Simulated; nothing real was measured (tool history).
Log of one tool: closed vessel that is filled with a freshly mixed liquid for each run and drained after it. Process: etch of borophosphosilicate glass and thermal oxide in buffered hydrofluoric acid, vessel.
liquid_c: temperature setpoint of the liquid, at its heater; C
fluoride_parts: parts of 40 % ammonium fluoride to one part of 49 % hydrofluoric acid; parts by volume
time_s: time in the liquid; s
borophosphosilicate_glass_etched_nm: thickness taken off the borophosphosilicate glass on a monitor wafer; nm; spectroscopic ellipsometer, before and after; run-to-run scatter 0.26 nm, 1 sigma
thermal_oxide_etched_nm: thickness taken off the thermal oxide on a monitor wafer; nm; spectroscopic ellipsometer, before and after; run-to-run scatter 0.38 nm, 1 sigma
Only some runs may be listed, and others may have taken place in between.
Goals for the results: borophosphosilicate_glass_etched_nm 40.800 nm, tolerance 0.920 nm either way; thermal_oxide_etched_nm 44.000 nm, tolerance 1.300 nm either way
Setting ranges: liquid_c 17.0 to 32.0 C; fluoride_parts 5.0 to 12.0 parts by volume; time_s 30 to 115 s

run	hour	liquid_c	fluoride_parts	time_s	borophosphosilicate_glass_etched_nm	thermal_oxide_etched_nm
1	0.0	25.0	7.0	60	102.980	111.590
2	7.2	23.0	8.0	60	79.989	84.982
3	8.7	23.0	8.0	50	66.216	71.635
4	10.8	23.0	6.0	50	88.638	94.291
5	19.1	23.0	5.0	50	103.750	111.400
6	23.1	23.0	5.0	60	125.210	134.020
7	25.9	19.0	7.5	60	69.743	72.959
8	32.3	17.0	10.0	60	46.983	51.408
9	35.7	17.0	10.5	60	44.944	48.303
10	37.7	17.0	11.0	60	42.220	45.915

Next run, 5 choices. One meets every target within its allowed miss, the rest don't. Which?
A	39.7	18.5	11.0	55	?	?
B	39.7	20.0	12.0	55	?	?
C	39.7	17.0	10.5	55	?	?
D	39.7	19.0	11.0	55	?	?
E	39.7	17.0	5.0	30	?	?

move	borophosphosilicate_glass_etched_nm	thermal_oxide_etched_nm
A	42.612	45.548
B	42.547	45.560
C	40.977	43.728
D	43.828	46.866
E	44.568	46.844
A: lands further from the targets than the last run did
B: lands further from the targets than the last run did
C: all results land within tolerance of their targets
D: lands further from the targets than the last run did
E: lands further from the targets than the last run did
Move C is the one to make.
